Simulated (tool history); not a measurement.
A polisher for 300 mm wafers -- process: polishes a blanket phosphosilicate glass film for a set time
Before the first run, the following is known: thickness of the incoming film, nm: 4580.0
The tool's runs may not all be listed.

| run | hour | flow of slurry (ml/min) | pressure of the wafer on the pad (kPa) | speed of the pad under the wafer (m/s) | abrasive content of the slurry | polishing time (s) | film removed (Å) |
|---|---|---|---|---|---|---|---|
| 1 | 0 | 300 | 20 | 0.96 | 1 | 116 | 9424.7 |
| 2 | 7.7 | 300 | 22.1 | 0.96 | 1 | 116 | 10206 |
| 3 | 14.1 | 300 | 22.1 | 0.96 | 1 | 122 | 10730 |
| 4 | 21.9 | 300 | 22.1 | 0.96 | 0.85 | 122 | 10100 |
| 5 | 22.5 | 300 | 22.1 | 1.12 | 0.85 | 122 | 11341 |
| 6 | 23.3 | 300 | 22.1 | 1.12 | 1 | 122 | 12327 |
| 7 | 30.4 | 300 | 22.8 | 1.12 | 1 | 122 | 12333 |

For run 8, what comes out?
| 8 | 37.3 | 300 | 24.1 | 1.12 | 1 | 122 | ? |

Run 8 came out at film removed (Å) 13321.

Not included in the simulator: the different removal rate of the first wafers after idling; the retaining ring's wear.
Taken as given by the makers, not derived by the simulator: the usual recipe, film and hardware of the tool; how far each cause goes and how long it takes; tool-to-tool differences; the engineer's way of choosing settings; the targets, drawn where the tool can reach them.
